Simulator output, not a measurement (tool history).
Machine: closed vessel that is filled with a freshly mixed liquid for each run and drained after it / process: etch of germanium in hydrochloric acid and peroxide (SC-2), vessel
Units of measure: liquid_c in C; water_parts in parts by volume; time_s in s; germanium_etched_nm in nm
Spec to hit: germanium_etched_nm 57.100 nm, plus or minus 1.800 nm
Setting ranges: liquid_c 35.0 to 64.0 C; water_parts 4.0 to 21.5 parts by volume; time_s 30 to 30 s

run,day,liquid_c,water_parts,time_s,germanium_etched_nm
1,0.000,48.0,12.0,30,73.845
2,0.096,46.0,12.0,30,69.001
3,0.362,44.5,12.0,30,66.552
4,0.571,44.5,12.0,30,66.805
5,0.738,44.5,12.0,30,66.261
6,1.050,44.5,14.0,30,64.906
7,1.429,43.5,14.0,30,62.865
8,1.512,42.5,14.0,30,60.286
# day 1.796: chemicals flow meter replaced
9,1.796,42.5,14.0,30,60.437
10,2.150,42.0,14.0,30,59.184

Exactly one of the 4 candidate moves below puts every result within its allowed miss. Which one?
A,2.504,42.5,13.0,30,?
B,2.504,43.0,14.5,30,?
C,2.504,40.5,13.5,30,?
D,2.504,43.0,16.0,30,?

move,germanium_etched_nm
A,61.276
B,61.435
C,57.113
D,60.587
A: its largest miss is bigger than the last run's
B: its largest miss is bigger than the last run's
C: each result inside its tolerance
D: its largest miss is bigger than the last run's
Move C is the one to make.

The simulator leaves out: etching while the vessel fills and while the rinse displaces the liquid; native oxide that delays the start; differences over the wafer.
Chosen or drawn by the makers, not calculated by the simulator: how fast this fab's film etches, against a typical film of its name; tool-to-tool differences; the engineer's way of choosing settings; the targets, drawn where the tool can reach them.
